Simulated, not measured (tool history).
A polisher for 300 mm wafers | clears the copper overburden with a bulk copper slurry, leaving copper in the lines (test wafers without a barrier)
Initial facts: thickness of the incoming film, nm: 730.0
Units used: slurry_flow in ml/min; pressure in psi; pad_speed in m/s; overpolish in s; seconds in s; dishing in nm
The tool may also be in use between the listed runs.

run 1 hour=0 | slurry_flow=280 pressure=1.8 pad_speed=1.4 slurry_solids=1 overpolish=24 | seconds=98.104 dishing=92.707
run 2 hour=3.1 | slurry_flow=280 pressure=2.1 pad_speed=1.42 slurry_solids=1 overpolish=22 | seconds=85.364 dishing=97.059
run 3 hour=11.1 | slurry_flow=240 pressure=2.1 pad_speed=1.42 slurry_solids=1 overpolish=22 | seconds=86.11 dishing=98.852
run 4 hour=13.1 | slurry_flow=240 pressure=2.1 pad_speed=1.14 slurry_solids=1 overpolish=22 | seconds=102.56 dishing=91.297
run 5 hour=17.1 | slurry_flow=240 pressure=2.1 pad_speed=1.14 slurry_solids=1 overpolish=16 | seconds=101.76 dishing=74.786
run 6 hour=23.5 | slurry_flow=240 pressure=2.3 pad_speed=1.28 slurry_solids=1 overpolish=17 | seconds=88.403 dishing=84.878
run 7 hour=24.2 | slurry_flow=240 pressure=2.5 pad_speed=1.42 slurry_solids=1 overpolish=18 | seconds=75.636 dishing=96.493
run 8 hour=27.9 | slurry_flow=240 pressure=2.6 pad_speed=1.52 slurry_solids=1 overpolish=19 | seconds=72.105 dishing=104.43
run 9 hour=29.3 | slurry_flow=245 pressure=2.7 pad_speed=1.64 slurry_solids=1 overpolish=19 | seconds=63.982 dishing=110.31

What does the tool deliver on the next run?
run 10 hour=36.8 | slurry_flow=250 pressure=2.7 pad_speed=1.7 slurry_solids=1 overpolish=19 | seconds=? dishing=?

Run 10 measured seconds 61.298 s, dishing 111.23 nm.
